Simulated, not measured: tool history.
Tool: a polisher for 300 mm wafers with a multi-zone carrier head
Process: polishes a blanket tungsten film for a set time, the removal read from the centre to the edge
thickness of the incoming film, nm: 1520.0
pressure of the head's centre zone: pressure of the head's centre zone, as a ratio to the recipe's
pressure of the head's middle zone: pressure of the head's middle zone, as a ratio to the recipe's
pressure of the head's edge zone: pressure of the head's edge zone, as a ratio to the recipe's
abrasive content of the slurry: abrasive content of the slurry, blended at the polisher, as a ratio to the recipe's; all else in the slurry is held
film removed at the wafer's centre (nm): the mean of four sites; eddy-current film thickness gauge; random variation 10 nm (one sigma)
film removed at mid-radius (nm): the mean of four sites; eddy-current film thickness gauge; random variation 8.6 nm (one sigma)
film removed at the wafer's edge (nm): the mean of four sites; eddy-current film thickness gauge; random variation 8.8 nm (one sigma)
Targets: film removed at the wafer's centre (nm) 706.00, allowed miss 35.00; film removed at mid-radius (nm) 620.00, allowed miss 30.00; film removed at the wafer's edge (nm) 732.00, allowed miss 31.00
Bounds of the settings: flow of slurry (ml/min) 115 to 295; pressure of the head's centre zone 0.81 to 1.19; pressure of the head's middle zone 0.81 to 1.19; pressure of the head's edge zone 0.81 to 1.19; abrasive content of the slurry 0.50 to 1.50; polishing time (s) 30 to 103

run	hour	flow of slurry (ml/min)	pressure of the head's centre zone	pressure of the head's middle zone	pressure of the head's edge zone	abrasive content of the slurry	polishing time (s)	film removed at the wafer's centre (nm)	film removed at mid-radius (nm)	film removed at the wafer's edge (nm)
1	0.0	190	1.00	1.00	1.00	1.00	66	606.76	558.54	561.52
2	2.0	190	0.99	0.98	1.04	1.10	67	629.05	598.45	600.00
3	7.6	190	0.99	0.98	0.99	1.10	67	608.49	599.26	576.81
4	9.2	190	0.99	0.95	1.04	1.10	68	621.80	600.32	612.80
5	11.7	190	0.99	0.98	1.04	1.10	68	625.90	612.64	611.95
6	15.2	170	0.99	0.98	1.04	1.10	68	609.60	584.76	603.84
7	20.3	170	1.00	0.96	1.07	1.10	69	612.14	596.22	611.13
8	27.2	175	1.01	0.93	1.10	1.05	71	662.65	581.85	645.98
9	32.4	180	1.00	0.92	1.12	1.05	71	659.32	594.64	648.02
10	37.4	175	1.00	0.90	1.14	1.10	72	663.83	589.41	675.32
11	44.3	180	1.00	0.90	1.15	1.10	72	647.33	601.77	690.03
12	52.1	185	1.01	0.90	1.16	1.10	72	676.05	590.88	676.43

5 next moves are on the table. One of them brings every result within its allowed miss. Which?
A	59.9	170	0.98	0.85	1.12	1.00	81	?	?	?
B	59.9	240	1.14	1.06	1.03	1.00	75	?	?	?
C	59.9	160	1.08	0.83	1.16	0.90	76	?	?	?
D	59.9	250	1.00	0.97	1.11	1.00	68	?	?	?
E	59.9	180	1.15	0.87	1.17	1.00	75	?	?	?

move	film removed at the wafer's centre (nm)	film removed at mid-radius (nm)	film removed at the wafer's edge (nm)
A	718.20	624.05	727.79
B	823.44	712.25	670.75
C	713.11	553.39	670.64
D	657.63	609.19	634.34
E	790.59	592.71	694.33
A: meets every target
B: further off than the last run
C: further off than the last run
D: further off than the last run
E: further off than the last run
The right move is A.

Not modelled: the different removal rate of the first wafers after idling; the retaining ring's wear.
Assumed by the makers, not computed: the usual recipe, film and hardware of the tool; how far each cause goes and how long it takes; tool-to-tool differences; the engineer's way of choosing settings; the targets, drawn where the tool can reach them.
